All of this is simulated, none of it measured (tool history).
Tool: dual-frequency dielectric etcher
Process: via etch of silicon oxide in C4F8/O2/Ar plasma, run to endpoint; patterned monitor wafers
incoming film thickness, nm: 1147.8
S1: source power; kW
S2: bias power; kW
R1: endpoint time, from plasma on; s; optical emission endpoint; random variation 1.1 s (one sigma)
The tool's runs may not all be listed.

Run 1, day 0: S1 2.39 kW, S2 2.627 kW. Result: R1 184.28 s.
Run 2, day 0.25: S1 2.39 kW, S2 2.175 kW. Result: R1 193.75 s.
Run 3, day 0.592: S1 2.39 kW, S2 2.627 kW. Result: R1 183.11 s.
Run 4, day 0.892: S1 2.39 kW, S2 2.79 kW. Result: R1 180.05 s.
Run 5, day 1.246: S1 2.31 kW, S2 2.774 kW. Result: R1 184.72 s.
Run 6, day 1.338: S1 2.64 kW, S2 2.774 kW. Result: R1 174.61 s.
Run 7, day 1.608: S1 2.54 kW, S2 2.748 kW. Result: R1 177.45 s.
Run 8, day 1.938: S1 2.45 kW, S2 2.728 kW. Result: R1 178.62 s.
Run 9, day 2.262: S1 2.37 kW, S2 2.711 kW. Result: R1 183.98 s.
Run 10, day 2.5: S1 2.31 kW, S2 2.7 kW. Result: R1 184.13 s.
Run 11, day 2.612: S1 2.24 kW, S2 2.683 kW. Result: R1 188.35 s.
Run 12, day 2.704: S1 2.2 kW, S2 2.675 kW. Result: R1 190.53 s.
Run 13, day 3.062: S1 2.17 kW, S2 2.669 kW. Result: R1 190.03 s.

The next listed run, before its measurement:
Run 14, day 3.167: S1 2.13 kW, S2 2.66 kW. Result: R1 ?.

Run 14 gave R1 193.56 s.
